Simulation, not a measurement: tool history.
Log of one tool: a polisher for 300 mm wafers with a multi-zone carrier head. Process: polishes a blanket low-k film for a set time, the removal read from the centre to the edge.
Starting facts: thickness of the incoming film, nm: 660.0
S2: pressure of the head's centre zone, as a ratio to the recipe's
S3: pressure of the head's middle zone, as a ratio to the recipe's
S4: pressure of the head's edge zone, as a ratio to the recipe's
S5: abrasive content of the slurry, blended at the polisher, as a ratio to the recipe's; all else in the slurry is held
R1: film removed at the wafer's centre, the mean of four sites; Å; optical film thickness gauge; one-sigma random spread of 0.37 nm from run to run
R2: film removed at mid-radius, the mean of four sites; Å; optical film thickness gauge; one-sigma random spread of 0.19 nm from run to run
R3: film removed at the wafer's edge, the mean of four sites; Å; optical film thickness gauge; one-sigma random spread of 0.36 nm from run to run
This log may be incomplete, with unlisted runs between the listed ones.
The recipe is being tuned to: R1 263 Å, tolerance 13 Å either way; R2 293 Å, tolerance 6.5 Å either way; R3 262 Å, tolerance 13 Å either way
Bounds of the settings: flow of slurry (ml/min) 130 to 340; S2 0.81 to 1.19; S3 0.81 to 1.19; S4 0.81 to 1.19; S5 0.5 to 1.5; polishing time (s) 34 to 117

run 1 hour=0 | flow_of_slurry_(ml/min)=220 S2=1 S3=1 S4=1 S5=1 polishing_time_(s)=75 | R1=324.79 R2=324 R3=326.29
run 2 hour=5.7 | flow_of_slurry_(ml/min)=215 S2=0.98 S3=1.01 S4=0.95 S5=0.95 polishing_time_(s)=75 | R1=307.45 R2=320.2 R3=309.2
run 3 hour=10 | flow_of_slurry_(ml/min)=215 S2=0.98 S3=1.01 S4=0.95 S5=0.95 polishing_time_(s)=93 | R1=383.67 R2=398.61 R3=389.73
run 4 hour=13.1 | flow_of_slurry_(ml/min)=215 S2=0.98 S3=1.01 S4=0.95 S5=1.15 polishing_time_(s)=93 | R1=405.82 R2=422.65 R3=419.25
run 5 hour=14.6 | flow_of_slurry_(ml/min)=215 S2=0.98 S3=1.01 S4=0.95 S5=1.15 polishing_time_(s)=86 | R1=379.57 R2=390.06 R3=383.81
run 6 hour=19.6 | flow_of_slurry_(ml/min)=215 S2=0.98 S3=1.01 S4=0.95 S5=1.3 polishing_time_(s)=86 | R1=385.58 R2=407.26 R3=397.8
run 7 hour=25.6 | flow_of_slurry_(ml/min)=220 S2=0.96 S3=1.02 S4=0.92 S5=1.1 polishing_time_(s)=84 | R1=353.46 R2=380.6 R3=365.88
run 8 hour=26.9 | flow_of_slurry_(ml/min)=205 S2=0.95 S3=1.02 S4=0.89 S5=0.95 polishing_time_(s)=83 | R1=321.45 R2=354.82 R3=333.95
run 9 hour=28.1 | flow_of_slurry_(ml/min)=200 S2=0.95 S3=1.02 S4=0.87 S5=0.85 polishing_time_(s)=82 | R1=308.92 R2=336.85 R3=321.44
run 10 hour=31.4 | flow_of_slurry_(ml/min)=215 S2=0.95 S3=1.03 S4=0.86 S5=0.75 polishing_time_(s)=80 | R1=286.45 R2=324.62 R3=302.48
run 11 hour=40 | flow_of_slurry_(ml/min)=210 S2=0.96 S3=1.04 S4=0.85 S5=0.7 polishing_time_(s)=79 | R1=284.4 R2=313.83 R3=285.95
run 12 hour=40.7 | flow_of_slurry_(ml/min)=205 S2=0.96 S3=1.04 S4=0.84 S5=0.65 polishing_time_(s)=79 | R1=268.66 R2=305 R3=277.45
-- hour=44.8 edge zone pressure recalibrated
run 13 hour=44.8 | flow_of_slurry_(ml/min)=190 S2=1.01 S3=1.04 S4=0.81 S5=0.6 polishing_time_(s)=78 | R1=281.63 R2=291.13 R3=256.12

Which single option among these 5 for the next run brings every result within its allowed miss of target? Just one does.
run A hour=48.9 | flow_of_slurry_(ml/min)=210 S2=1.15 S3=1.07 S4=0.84 S5=0.55 polishing_time_(s)=77 | R1=? R2=? R3=?
run B hour=48.9 | flow_of_slurry_(ml/min)=200 S2=0.84 S3=0.9 S4=0.92 S5=0.5 polishing_time_(s)=93 | R1=? R2=? R3=?
run C hour=48.9 | flow_of_slurry_(ml/min)=190 S2=0.96 S3=1.04 S4=0.82 S5=0.5 polishing_time_(s)=83 | R1=? R2=? R3=?
run D hour=48.9 | flow_of_slurry_(ml/min)=210 S2=0.98 S3=0.85 S4=0.97 S5=0.6 polishing_time_(s)=86 | R1=? R2=? R3=?
run E hour=48.9 | flow_of_slurry_(ml/min)=210 S2=1.01 S3=1.02 S4=0.81 S5=0.55 polishing_time_(s)=83 | R1=? R2=? R3=?

move=A R1=312.67 R2=289.83 R3=249.12
move=B R1=264.62 R2=292.09 R3=299.49
move=C R1=267.9 R2=291.68 R3=255.93
move=D R1=304.99 R2=274.53 R3=300.03
move=E R1=295.63 R2=300.2 R3=265.82
A: moves away from the targets compared with the last run
B: the worst result of the last run now meets its target, but another is out of spec
C: all results in spec
D: moves away from the targets compared with the last run
E: moves away from the targets compared with the last run
So the answer is move C, the one that meets all the targets.
